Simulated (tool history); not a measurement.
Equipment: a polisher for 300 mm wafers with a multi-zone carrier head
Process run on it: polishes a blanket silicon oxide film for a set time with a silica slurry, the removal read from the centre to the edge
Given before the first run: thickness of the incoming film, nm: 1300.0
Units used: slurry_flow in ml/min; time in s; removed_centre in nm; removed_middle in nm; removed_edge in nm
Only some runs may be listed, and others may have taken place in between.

| run | hour | slurry_flow | centre_zone | middle_zone | edge_zone | slurry_solids | time | removed_centre | removed_middle | removed_edge |
|---|---|---|---|---|---|---|---|---|---|---|
| 1 | 0.0 | 300 | 1.00 | 1.00 | 1.00 | 1.00 | 57 | 321.49 | 325.40 | 320.68 |
| 2 | 0.9 | 300 | 0.94 | 1.00 | 1.00 | 1.00 | 57 | 298.49 | 322.97 | 324.18 |
| 3 | 2.3 | 300 | 0.94 | 1.00 | 1.00 | 1.20 | 57 | 336.24 | 355.96 | 353.29 |
| 4 | 7.4 | 300 | 0.94 | 1.05 | 1.00 | 1.20 | 57 | 325.71 | 374.13 | 352.01 |
| 5 | 12.5 | 300 | 0.94 | 1.05 | 1.00 | 1.00 | 57 | 298.55 | 334.56 | 319.89 |
| 6 | 13.8 | 300 | 0.99 | 1.05 | 1.00 | 1.00 | 57 | 312.42 | 330.20 | 320.22 |
| 7 | 16.9 | 335 | 1.08 | 1.15 | 1.10 | 1.25 | 61 | 417.44 | 429.62 | 404.73 |
| 8 | 21.3 | 340 | 1.08 | 1.16 | 1.12 | 1.30 | 61 | 417.80 | 439.21 | 414.81 |
| 9 | 27.2 | 340 | 1.08 | 1.16 | 1.13 | 1.35 | 61 | 428.97 | 452.35 | 428.30 |

Run 10, settings as shown, results not yet in. Your forecast:
| 10 | 34.7 | 345 | 1.08 | 1.16 | 1.14 | 1.35 | 61 | ? | ? | ? |

removed_centre: 421.69 nm
removed_middle: 446.64 nm
removed_edge: 426.53 nm

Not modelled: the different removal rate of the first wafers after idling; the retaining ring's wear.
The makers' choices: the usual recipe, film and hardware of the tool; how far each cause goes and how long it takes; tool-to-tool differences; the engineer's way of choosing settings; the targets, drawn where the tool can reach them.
